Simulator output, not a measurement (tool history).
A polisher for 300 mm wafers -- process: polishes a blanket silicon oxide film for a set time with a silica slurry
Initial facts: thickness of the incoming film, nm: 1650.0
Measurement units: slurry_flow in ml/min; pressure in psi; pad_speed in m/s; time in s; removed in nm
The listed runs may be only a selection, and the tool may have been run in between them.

Run 1, day 0.000: slurry_flow 280 ml/min, pressure 4.6 psi, pad_speed 1.52 m/s, slurry_solids 1.0, time 50 s. Result: removed 243.38 nm.
Run 2, day 0.292: slurry_flow 280 ml/min, pressure 4.8 psi, pad_speed 1.52 m/s, slurry_solids 1.0, time 50 s. Result: removed 257.12 nm.
Run 3, day 0.612: slurry_flow 230 ml/min, pressure 4.8 psi, pad_speed 1.52 m/s, slurry_solids 1.0, time 50 s. Result: removed 250.54 nm.
Run 4, day 0.862: slurry_flow 230 ml/min, pressure 4.9 psi, pad_speed 1.52 m/s, slurry_solids 1.0, time 50 s. Result: removed 257.19 nm.
Run 5, day 1.025: slurry_flow 295 ml/min, pressure 4.9 psi, pad_speed 1.52 m/s, slurry_solids 1.0, time 50 s. Result: removed 258.82 nm.
Run 6, day 1.183: slurry_flow 345 ml/min, pressure 4.9 psi, pad_speed 1.52 m/s, slurry_solids 1.0, time 50 s. Result: removed 263.78 nm.
Run 7, day 1.429: slurry_flow 345 ml/min, pressure 5.0 psi, pad_speed 1.52 m/s, slurry_solids 1.0, time 50 s. Result: removed 268.34 nm.
Run 8, day 1.579: slurry_flow 345 ml/min, pressure 5.1 psi, pad_speed 1.52 m/s, slurry_solids 1.0, time 50 s. Result: removed 276.51 nm.
Run 9, day 1.904: slurry_flow 345 ml/min, pressure 5.2 psi, pad_speed 1.52 m/s, slurry_solids 1.0, time 50 s. Result: removed 280.60 nm.
Run 10, day 2.096: slurry_flow 345 ml/min, pressure 5.3 psi, pad_speed 1.52 m/s, slurry_solids 1.0, time 50 s. Result: removed 285.35 nm.
Run 11, day 2.175: slurry_flow 345 ml/min, pressure 5.4 psi, pad_speed 1.52 m/s, slurry_solids 1.0, time 50 s. Result: removed 283.12 nm.

The next listed run, before its measurement:
Run 12, day 2.250: slurry_flow 345 ml/min, pressure 5.5 psi, pad_speed 1.52 m/s, slurry_solids 1.0, time 50 s. Result: removed ?.

{"run 12": {"removed": 296.42}}
